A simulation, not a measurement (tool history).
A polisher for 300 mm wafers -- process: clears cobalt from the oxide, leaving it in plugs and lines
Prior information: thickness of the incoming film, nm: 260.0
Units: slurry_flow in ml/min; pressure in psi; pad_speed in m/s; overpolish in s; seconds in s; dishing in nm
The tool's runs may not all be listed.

| run | hour | slurry_flow | pressure | pad_speed | overpolish | seconds | dishing |
|---|---|---|---|---|---|---|---|
| 1 | 0 | 320 | 2.2 | 0.9 | 16 | 53.649 | 50.69 |
| 2 | 5 | 320 | 2.3 | 0.9 | 16 | 53.602 | 51.602 |
| 3 | 12.2 | 320 | 1.9 | 0.9 | 16 | 58.842 | 45.675 |
| 4 | 18.1 | 320 | 2.1 | 0.92 | 15 | 55.377 | 48.207 |
| 5 | 22.1 | 320 | 2.1 | 1.1 | 15 | 48.621 | 53.156 |
| 6 | 27.4 | 320 | 2.1 | 1.22 | 15 | 45.136 | 50.174 |
| 7 | 35 | 320 | 2.2 | 1.22 | 15 | 43.571 | 53 |
| 8 | 39.1 | 320 | 2.3 | 1.22 | 15 | 42.074 | 53.009 |
| 9 | 41.4 | 320 | 2.4 | 1.22 | 15 | 40.761 | 53.607 |
| 10 | 49.7 | 320 | 2.5 | 1.22 | 16 | 39.963 | 57.295 |
| 11 | 51.2 | 320 | 2.6 | 1.22 | 16 | 38.636 | 53.136 |

Run 12 is up next; what results do you expect?
| 12 | 55.6 | 320 | 2.7 | 1.22 | 17 | ? | ? |

Run 12 produced seconds 37.861 s, dishing 55.106 nm.
